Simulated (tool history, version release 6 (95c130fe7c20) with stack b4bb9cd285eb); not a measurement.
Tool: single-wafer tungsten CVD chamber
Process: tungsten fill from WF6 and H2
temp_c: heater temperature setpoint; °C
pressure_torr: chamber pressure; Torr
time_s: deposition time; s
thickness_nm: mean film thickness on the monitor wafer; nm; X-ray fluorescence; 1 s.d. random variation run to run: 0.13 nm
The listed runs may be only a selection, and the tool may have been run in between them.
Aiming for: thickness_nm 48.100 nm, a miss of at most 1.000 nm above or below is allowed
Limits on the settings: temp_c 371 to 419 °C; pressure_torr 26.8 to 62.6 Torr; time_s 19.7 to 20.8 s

| run | hour | temp_c | pressure_torr | time_s | thickness_nm |
|---|---|---|---|---|---|
| 1 | 0.0 | 395 | 44.7 | 20.8 | 62.296 |
| 2 | 3.5 | 395 | 50.0 | 20.8 | 65.515 |
| 3 | 8.6 | 392 | 49.9 | 20.8 | 62.037 |
| 4 | 11.4 | 392 | 49.9 | 19.7 | 58.996 |
| 5 | 12.4 | 392 | 43.3 | 19.7 | 55.316 |
| 6 | 15.5 | 392 | 51.1 | 19.7 | 59.416 |
| 7 | 16.9 | 390 | 51.0 | 19.7 | 57.493 |
| 8 | 23.9 | 388 | 50.9 | 19.7 | 55.445 |
|  | 26.1 | thermocouple changed; heater temperature recalibrated |
| 9 | 26.1 | 387 | 50.8 | 19.7 | 56.896 |
| 10 | 35.0 | 384 | 50.5 | 19.7 | 54.129 |
| 11 | 36.2 | 382 | 50.4 | 19.7 | 52.393 |
| 12 | 43.2 | 381 | 50.3 | 19.7 | 51.303 |
| 13 | 51.8 | 380 | 50.2 | 19.7 | 50.245 |

Of the 5 settings listed for the next run, only one would bring every result within its allowed miss of target. Which one?
| A | 60.4 | 381 | 48.4 | 19.7 | ? |
| B | 60.4 | 387 | 41.9 | 19.7 | ? |
| C | 60.4 | 380 | 50.2 | 19.8 | ? |
| D | 60.4 | 376 | 55.4 | 20.8 | ? |
| E | 60.4 | 382 | 42.7 | 19.7 | ? |

| move | thickness_nm |
|---|---|
| A | 50.546 |
| B | 52.652 |
| C | 50.730 |
| D | 51.803 |
| E | 48.670 |
A: lands further from the targets than the last run did
B: lands further from the targets than the last run did
C: lands further from the targets than the last run did
D: lands further from the targets than the last run did
E: in spec on every target
The right move is E.
